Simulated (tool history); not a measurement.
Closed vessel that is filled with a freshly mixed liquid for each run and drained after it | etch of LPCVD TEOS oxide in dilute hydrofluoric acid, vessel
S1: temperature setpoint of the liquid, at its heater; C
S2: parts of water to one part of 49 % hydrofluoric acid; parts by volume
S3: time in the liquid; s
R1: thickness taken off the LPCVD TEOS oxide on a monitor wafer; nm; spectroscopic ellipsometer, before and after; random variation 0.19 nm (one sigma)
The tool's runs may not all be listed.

run	hour	S1	S2	S3	R1
1	0.0	20.0	145	95	31.666
2	8.7	21.5	145	95	33.939
3	16.2	22.5	145	95	35.073
4	19.5	22.5	185	95	26.419
5	26.3	22.5	160	95	31.412
6	28.3	22.5	160	105	34.654

Run 7 is up next; what results do you expect?
7	34.8	23.5	160	105	?

Run 7 measured R1 36.151 nm.
